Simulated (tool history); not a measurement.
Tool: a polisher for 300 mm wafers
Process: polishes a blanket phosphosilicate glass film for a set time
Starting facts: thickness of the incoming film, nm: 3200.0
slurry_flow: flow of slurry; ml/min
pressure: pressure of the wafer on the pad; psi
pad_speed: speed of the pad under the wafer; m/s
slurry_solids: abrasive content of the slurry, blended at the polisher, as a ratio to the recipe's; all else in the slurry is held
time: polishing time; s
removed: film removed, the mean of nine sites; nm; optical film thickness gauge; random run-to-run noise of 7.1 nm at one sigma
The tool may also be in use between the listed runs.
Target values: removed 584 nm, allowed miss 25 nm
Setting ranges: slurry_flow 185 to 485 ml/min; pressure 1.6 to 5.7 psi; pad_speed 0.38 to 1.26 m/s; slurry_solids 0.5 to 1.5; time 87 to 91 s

| run | hour | slurry_flow | pressure | pad_speed | slurry_solids | time | removed |
|---|---|---|---|---|---|---|---|
| 1 | 0 | 310 | 3.6 | 0.82 | 1 | 87 | 728.26 |
| 2 | 3.9 | 310 | 4 | 0.82 | 1 | 87 | 791.97 |
| 3 | 6 | 310 | 4 | 0.82 | 1 | 91 | 841.12 |
| 4 | 8.9 | 310 | 3.7 | 0.82 | 1 | 91 | 798.93 |
| 5 | 10.2 | 310 | 3.7 | 0.82 | 1 | 87 | 757.79 |
| 6 | 12.8 | 310 | 3.7 | 0.82 | 0.85 | 87 | 696.21 |
| 7 | 14.4 | 310 | 3.6 | 0.82 | 0.85 | 87 | 666.49 |
| 8 | 20.3 | 310 | 3.5 | 0.82 | 0.85 | 87 | 639.49 |

Pick the move, out of 4, that brings all results within their allowed miss; only one does.
| A | 26.2 | 290 | 3.6 | 0.8 | 0.8 | 91 | ? |
| B | 26.2 | 310 | 3.1 | 0.78 | 0.9 | 87 | ? |
| C | 26.2 | 230 | 3.8 | 0.94 | 0.65 | 88 | ? |
| D | 26.2 | 305 | 2.9 | 0.76 | 0.8 | 87 | ? |

| move | removed |
|---|---|
| A | 658.25 |
| B | 575.15 |
| C | 636.65 |
| D | 497.89 |
A: its largest miss is bigger than the last run's
B: each result inside its tolerance
C: closes in on the targets versus the last run, not all within tolerance yet
D: takes the biggest miss from the last run beyond its target
The move that meets every target is B.
